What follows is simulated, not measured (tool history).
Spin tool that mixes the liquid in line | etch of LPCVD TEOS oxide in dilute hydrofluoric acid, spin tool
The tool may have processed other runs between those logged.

run    day  temperature setpoint of the liquid (K)  parts of water to one part of 49 % hydrofluoric acid (parts by volume)  time under the liquid (s)  thickness taken off the LPCVD TEOS oxide on a monitor wafer (angstrom)
  1      0                                  295.15                                                                     255                        135                                                                  130.95
  2  0.154                                  297.65                                                                     255                        135                                                                  142.74
  3  0.508                                  296.15                                                                     255                        135                                                                  135.18
  4  0.596                                  296.15                                                                     255                        145                                                                  145.57
  5  0.812                                  294.65                                                                     265                        145                                                                  131.65
  6  1.071                                  294.65                                                                     265                        145                                                                  131.83
  7  1.112                                  293.65                                                                     270                        145                                                                  123.58
     1.283  -- thermometer replaced
  8  1.283                                  292.65                                                                     275                        145                                                                   123.7
  9  1.467                                  292.65                                                                     275                        145                                                                  123.66
 10  1.675                                  292.15                                                                     285                        145                                                                  115.92

What will run 11 give?
 11  1.717                                  291.65                                                                     295                        145                                                                       ?

thickness taken off the LPCVD TEOS oxide on a monitor wafer (angstrom): 108.17
